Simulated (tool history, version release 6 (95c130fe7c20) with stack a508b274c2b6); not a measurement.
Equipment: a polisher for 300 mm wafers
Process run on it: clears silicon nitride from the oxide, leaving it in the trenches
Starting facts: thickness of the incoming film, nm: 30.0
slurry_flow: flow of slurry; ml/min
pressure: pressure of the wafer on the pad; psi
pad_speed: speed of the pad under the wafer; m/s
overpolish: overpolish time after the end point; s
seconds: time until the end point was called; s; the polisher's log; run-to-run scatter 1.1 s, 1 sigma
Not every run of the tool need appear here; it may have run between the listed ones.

| run | hour | slurry_flow | pressure | pad_speed | overpolish | seconds |
|---|---|---|---|---|---|---|
| 1 | 0 | 200 | 1.7 | 0.76 | 24 | 86.613 |
| 2 | 7.2 | 195 | 1.5 | 0.76 | 24 | 98.269 |
| 3 | 16 | 190 | 1.4 | 0.76 | 24 | 105.21 |
| 4 | 18.1 | 185 | 1.3 | 0.76 | 24 | 115.31 |
| 5 | 19.2 | 180 | 1.3 | 0.76 | 24 | 113.08 |
| 6 | 25.9 | 180 | 1.3 | 0.92 | 24 | 100.32 |
| 7 | 32 | 175 | 1.2 | 0.92 | 24 | 108.12 |
| 8 | 40.9 | 170 | 1.2 | 0.92 | 24 | 109.64 |
| 9 | 47.2 | 160 | 1.2 | 0.92 | 24 | 110.06 |

What will run 10 give?
| 10 | 53.3 | 155 | 1.2 | 0.92 | 24 | ? |

Run 10 measured seconds 109.25 s.
